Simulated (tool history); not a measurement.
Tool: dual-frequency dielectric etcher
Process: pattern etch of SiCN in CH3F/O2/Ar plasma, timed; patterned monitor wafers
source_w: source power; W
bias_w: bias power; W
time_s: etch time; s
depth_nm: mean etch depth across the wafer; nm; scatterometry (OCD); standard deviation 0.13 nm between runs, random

Run 1, hour 0.0: source_w 320 W, bias_w 54 W, time_s 85 s. Result: depth_nm 24.913 nm.
Run 2, hour 4.7: source_w 340 W, bias_w 54 W, time_s 85 s. Result: depth_nm 25.228 nm.
Run 3, hour 6.1: source_w 340 W, bias_w 54 W, time_s 89 s. Result: depth_nm 26.526 nm.
Run 4, hour 14.3: source_w 340 W, bias_w 46 W, time_s 89 s. Result: depth_nm 25.619 nm.
Run 5, hour 20.9: source_w 340 W, bias_w 46 W, time_s 89 s. Result: depth_nm 25.541 nm.
Run 6, hour 23.7: source_w 350 W, bias_w 47 W, time_s 89 s. Result: depth_nm 25.911 nm.
Run 7, hour 31.1: source_w 360 W, bias_w 48 W, time_s 89 s. Result: depth_nm 26.257 nm.
Run 8, hour 36.8: source_w 370 W, bias_w 49 W, time_s 89 s. Result: depth_nm 26.730 nm.

Estimate the outcome of run 9 from the log above:
Run 9, hour 38.0: source_w 380 W, bias_w 49 W, time_s 89 s. Result: depth_nm ?.

{"run 9": {"depth_nm": 26.482}}

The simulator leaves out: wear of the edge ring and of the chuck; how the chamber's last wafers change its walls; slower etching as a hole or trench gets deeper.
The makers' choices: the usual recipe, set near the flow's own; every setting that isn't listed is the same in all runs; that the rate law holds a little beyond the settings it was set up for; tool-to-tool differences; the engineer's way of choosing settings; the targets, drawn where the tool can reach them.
